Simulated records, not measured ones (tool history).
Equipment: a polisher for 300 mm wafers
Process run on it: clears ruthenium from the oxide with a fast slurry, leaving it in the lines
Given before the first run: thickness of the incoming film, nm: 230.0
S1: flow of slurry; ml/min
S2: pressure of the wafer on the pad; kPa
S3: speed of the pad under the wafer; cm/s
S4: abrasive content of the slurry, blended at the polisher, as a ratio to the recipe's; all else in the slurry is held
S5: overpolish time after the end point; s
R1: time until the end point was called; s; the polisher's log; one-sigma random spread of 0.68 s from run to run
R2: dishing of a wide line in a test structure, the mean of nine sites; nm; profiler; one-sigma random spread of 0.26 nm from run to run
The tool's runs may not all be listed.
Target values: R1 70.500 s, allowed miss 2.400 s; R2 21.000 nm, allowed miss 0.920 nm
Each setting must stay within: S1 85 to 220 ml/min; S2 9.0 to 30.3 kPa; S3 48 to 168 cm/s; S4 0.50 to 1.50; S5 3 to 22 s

run,hour,S1,S2,S3,S4,S5,R1,R2
1,0.0,140,19.3,108,1.00,11,64.180,34.028
2,6.2,150,18.6,108,1.00,9,66.647,28.196
3,8.7,150,18.6,88,1.00,9,79.704,23.708
4,15.7,185,18.6,88,1.00,9,78.039,24.718
5,24.1,185,18.6,88,1.20,9,72.844,25.517
6,32.8,185,18.6,102,1.20,9,62.885,28.852
7,41.5,165,16.5,102,1.20,6,72.366,18.273
8,48.9,170,16.5,102,1.20,6,71.331,17.723
9,55.8,175,16.5,102,1.20,6,71.577,17.650

4 candidate next runs follow, results not yet known. Just one meets every target within its allowed miss. Identify it.
A,62.7,205,13.8,120,1.20,7,?,?
B,62.7,160,15.2,116,1.00,8,?,?
C,62.7,170,23.4,68,1.15,8,?,?
D,62.7,170,17.2,96,1.25,8,?,?

move,R1,R2
A,72.387,21.077
B,75.025,23.087
C,77.157,22.493
D,73.054,23.664
A: all results land within tolerance of their targets
B: carries the result that was furthest off beyond its target, to the other side
C: carries the result that was furthest off beyond its target, to the other side
D: carries the result that was furthest off beyond its target, to the other side
The move that meets every target is A.

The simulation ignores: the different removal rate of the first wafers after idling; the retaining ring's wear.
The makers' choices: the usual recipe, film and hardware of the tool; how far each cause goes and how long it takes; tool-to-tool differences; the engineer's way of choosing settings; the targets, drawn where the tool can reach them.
